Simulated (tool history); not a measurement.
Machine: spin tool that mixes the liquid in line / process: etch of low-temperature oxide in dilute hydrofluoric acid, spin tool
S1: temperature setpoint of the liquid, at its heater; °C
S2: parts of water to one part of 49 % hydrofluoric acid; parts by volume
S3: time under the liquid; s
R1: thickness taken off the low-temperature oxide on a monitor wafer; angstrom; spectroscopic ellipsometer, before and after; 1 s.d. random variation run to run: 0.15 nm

run	day	S1	S2	S3	R1
1	0.000	23.0	110	45	117.05
2	0.129	25.0	110	45	125.85
3	0.475	27.0	110	45	137.48
4	0.617	27.0	110	45	139.29
5	0.758	27.5	110	45	140.21
6	0.983	28.0	110	45	143.08

What does the tool deliver on the next run?
7	1.067	28.5	110	45	?

Run 7 came out at R1 145.98 angstrom.
